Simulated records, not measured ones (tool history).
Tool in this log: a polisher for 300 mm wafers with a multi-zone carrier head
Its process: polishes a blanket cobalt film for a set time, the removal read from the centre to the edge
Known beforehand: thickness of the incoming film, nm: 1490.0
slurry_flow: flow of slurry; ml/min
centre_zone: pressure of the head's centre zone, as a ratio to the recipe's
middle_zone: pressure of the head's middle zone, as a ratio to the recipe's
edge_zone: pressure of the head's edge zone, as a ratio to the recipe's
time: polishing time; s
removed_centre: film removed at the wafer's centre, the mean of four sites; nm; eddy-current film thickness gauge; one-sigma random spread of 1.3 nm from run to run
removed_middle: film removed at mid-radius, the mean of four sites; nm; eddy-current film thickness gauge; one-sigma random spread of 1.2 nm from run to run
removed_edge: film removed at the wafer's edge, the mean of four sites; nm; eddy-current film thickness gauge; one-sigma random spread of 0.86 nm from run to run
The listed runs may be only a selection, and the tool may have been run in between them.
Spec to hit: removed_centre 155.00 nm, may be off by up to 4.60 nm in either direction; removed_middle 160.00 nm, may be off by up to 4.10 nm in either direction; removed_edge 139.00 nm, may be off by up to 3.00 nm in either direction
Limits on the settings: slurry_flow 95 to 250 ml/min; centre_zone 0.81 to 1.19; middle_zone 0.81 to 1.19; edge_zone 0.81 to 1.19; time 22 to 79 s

{"run": 1, "hour": 0.0, "slurry_flow": 160, "centre_zone": 1.0, "middle_zone": 1.0, "edge_zone": 1.0, "time": 50, "removed_centre": 118.73, "removed_middle": 118.38, "removed_edge": 115.29}
{"run": 2, "hour": 3.9, "slurry_flow": 170, "centre_zone": 1.01, "middle_zone": 1.02, "edge_zone": 1.02, "time": 50, "removed_centre": 122.26, "removed_middle": 121.97, "removed_edge": 115.67}
{"run": 3, "hour": 10.0, "slurry_flow": 170, "centre_zone": 1.01, "middle_zone": 0.95, "edge_zone": 1.02, "time": 50, "removed_centre": 120.18, "removed_middle": 113.9, "removed_edge": 117.17}
{"run": 4, "hour": 12.5, "slurry_flow": 170, "centre_zone": 1.01, "middle_zone": 0.92, "edge_zone": 1.02, "time": 50, "removed_centre": 120.94, "removed_middle": 110.68, "removed_edge": 117.03}
{"run": 5, "hour": 15.2, "slurry_flow": 170, "centre_zone": 1.01, "middle_zone": 0.96, "edge_zone": 1.02, "time": 50, "removed_centre": 121.13, "removed_middle": 117.29, "removed_edge": 117.08}
{"run": 6, "hour": 22.4, "slurry_flow": 175, "centre_zone": 1.02, "middle_zone": 0.97, "edge_zone": 1.03, "time": 51, "removed_centre": 125.81, "removed_middle": 118.75, "removed_edge": 120.86}
{"run": 7, "hour": 23.1, "slurry_flow": 180, "centre_zone": 1.02, "middle_zone": 0.99, "edge_zone": 1.04, "time": 51, "removed_centre": 128.23, "removed_middle": 123.06, "removed_edge": 120.85}
{"run": 8, "hour": 29.2, "slurry_flow": 185, "centre_zone": 1.02, "middle_zone": 1.01, "edge_zone": 1.05, "time": 51, "removed_centre": 125.66, "removed_middle": 123.87, "removed_edge": 120.5}
{"run": 9, "hour": 36.6, "slurry_flow": 185, "centre_zone": 1.03, "middle_zone": 1.03, "edge_zone": 1.06, "time": 52, "removed_centre": 129.2, "removed_middle": 128.78, "removed_edge": 124.35}
{"run": 10, "hour": 42.1, "slurry_flow": 190, "centre_zone": 1.04, "middle_zone": 1.05, "edge_zone": 1.07, "time": 52, "removed_centre": 132.48, "removed_middle": 130.63, "removed_edge": 125.35}
{"run": 11, "hour": 49.8, "slurry_flow": 195, "centre_zone": 1.05, "middle_zone": 1.07, "edge_zone": 1.07, "time": 52, "removed_centre": 134.45, "removed_middle": 134.59, "removed_edge": 125.14}
{"run": 12, "hour": 50.8, "slurry_flow": 200, "centre_zone": 1.06, "middle_zone": 1.08, "edge_zone": 1.08, "time": 52, "removed_centre": 135.13, "removed_middle": 135.19, "removed_edge": 126.47}

Next run, 4 choices. One meets every target within its allowed miss, the rest don't. Which?
{"run": "A", "hour": 51.8, "slurry_flow": 205, "centre_zone": 1.05, "middle_zone": 1.11, "edge_zone": 1.06, "time": 54, "removed_centre": "?", "removed_middle": "?", "removed_edge": "?"}
{"run": "B", "hour": 51.8, "slurry_flow": 205, "centre_zone": 1.09, "middle_zone": 1.14, "edge_zone": 1.03, "time": 58, "removed_centre": "?", "removed_middle": "?", "removed_edge": "?"}
{"run": "C", "hour": 51.8, "slurry_flow": 135, "centre_zone": 0.83, "middle_zone": 0.82, "edge_zone": 1.19, "time": 56, "removed_centre": "?", "removed_middle": "?", "removed_edge": "?"}
{"run": "D", "hour": 51.8, "slurry_flow": 185, "centre_zone": 1.04, "middle_zone": 0.93, "edge_zone": 1.13, "time": 46, "removed_centre": "?", "removed_middle": "?", "removed_edge": "?"}

move=A removed_centre=140.40 removed_middle=143.67 removed_edge=132.42
move=B removed_centre=155.11 removed_middle=157.87 removed_edge=140.52
move=C removed_centre=113.33 removed_middle=107.81 removed_edge=137.55
move=D removed_centre=116.65 removed_middle=103.80 removed_edge=114.86
A: gains on the last run, yet a result remains outside its allowed miss
B: every result within its allowed miss
C: further off than the last run
D: further off than the last run
B meets every target.
